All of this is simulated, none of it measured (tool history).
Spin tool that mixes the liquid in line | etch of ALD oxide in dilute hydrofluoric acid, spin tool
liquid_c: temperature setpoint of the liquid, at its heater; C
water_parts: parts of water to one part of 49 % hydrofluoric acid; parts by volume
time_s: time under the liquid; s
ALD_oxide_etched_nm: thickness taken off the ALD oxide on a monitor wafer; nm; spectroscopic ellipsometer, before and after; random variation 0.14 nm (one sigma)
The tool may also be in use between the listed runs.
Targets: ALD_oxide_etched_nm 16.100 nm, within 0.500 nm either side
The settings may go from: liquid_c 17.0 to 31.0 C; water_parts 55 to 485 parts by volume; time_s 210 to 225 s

{"run": 1, "hour": 0.0, "liquid_c": 23.0, "water_parts": 270, "time_s": 210, "ALD_oxide_etched_nm": 20.074}
{"run": 2, "hour": 2.2, "liquid_c": 26.0, "water_parts": 270, "time_s": 210, "ALD_oxide_etched_nm": 22.276}
{"run": 3, "hour": 10.4, "liquid_c": 23.5, "water_parts": 275, "time_s": 210, "ALD_oxide_etched_nm": 19.705}
{"run": 4, "hour": 13.0, "liquid_c": 20.5, "water_parts": 275, "time_s": 210, "ALD_oxide_etched_nm": 17.995}
{"run": 5, "hour": 13.9, "liquid_c": 22.5, "water_parts": 275, "time_s": 210, "ALD_oxide_etched_nm": 19.056}
{"run": 6, "hour": 14.8, "liquid_c": 22.5, "water_parts": 275, "time_s": 210, "ALD_oxide_etched_nm": 19.171}
{"run": 7, "hour": 18.7, "liquid_c": 21.0, "water_parts": 275, "time_s": 210, "ALD_oxide_etched_nm": 18.111}
{"run": 8, "hour": 26.9, "liquid_c": 20.0, "water_parts": 275, "time_s": 210, "ALD_oxide_etched_nm": 17.42}

Consider the 5 candidate settings below. Which is the only one whose results all fall within their allowed miss of target?
{"run": "A", "hour": 35.1, "liquid_c": 20.0, "water_parts": 290, "time_s": 225, "ALD_oxide_etched_nm": "?"}
{"run": "B", "hour": 35.1, "liquid_c": 20.5, "water_parts": 275, "time_s": 210, "ALD_oxide_etched_nm": "?"}
{"run": "C", "hour": 35.1, "liquid_c": 18.5, "water_parts": 280, "time_s": 210, "ALD_oxide_etched_nm": "?"}
{"run": "D", "hour": 35.1, "liquid_c": 21.5, "water_parts": 280, "time_s": 215, "ALD_oxide_etched_nm": "?"}
{"run": "E", "hour": 35.1, "liquid_c": 21.5, "water_parts": 290, "time_s": 210, "ALD_oxide_etched_nm": "?"}

move=A ALD_oxide_etched_nm=17.912
move=B ALD_oxide_etched_nm=18.204
move=C ALD_oxide_etched_nm=16.523
move=D ALD_oxide_etched_nm=18.897
move=E ALD_oxide_etched_nm=17.655
A: misses by more than the last run did
B: misses by more than the last run did
C: all results in spec
D: misses by more than the last run did
E: misses by more than the last run did
Answer: C
